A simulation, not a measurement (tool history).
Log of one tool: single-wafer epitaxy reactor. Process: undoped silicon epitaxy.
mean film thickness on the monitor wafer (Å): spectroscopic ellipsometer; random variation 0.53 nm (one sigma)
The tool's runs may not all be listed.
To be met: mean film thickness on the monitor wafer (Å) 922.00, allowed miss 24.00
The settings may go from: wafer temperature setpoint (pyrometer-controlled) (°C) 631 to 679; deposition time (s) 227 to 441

run	hour	wafer temperature setpoint (pyrometer-controlled) (°C)	deposition time (s)	mean film thickness on the monitor wafer (Å)
1	0.0	655	334	636.66
2	6.3	645	334	521.01
3	9.1	649	334	571.90
4	16.0	649	310	525.54
# hour 19.2: pyrometer calibrated
5	19.2	656	312	556.82
6	20.6	662	324	654.13
7	24.8	666	331	715.04
8	30.5	669	336	764.98
9	35.8	671	339	799.14

Which of these 5 next moves meets every target?
A	41.1	679	348	?
B	41.1	673	375	?
C	41.1	676	336	?
D	41.1	666	336	?
E	41.1	675	344	?

move	mean film thickness on the monitor wafer (Å)
A	958.81
B	926.12
C	876.60
D	729.24
E	881.24
A: takes the result that was furthest off past its target
B: meets every target
C: nearer than the last run, and not there yet
D: further off than the last run
E: nearer than the last run, and not there yet
Move B is the one to make.
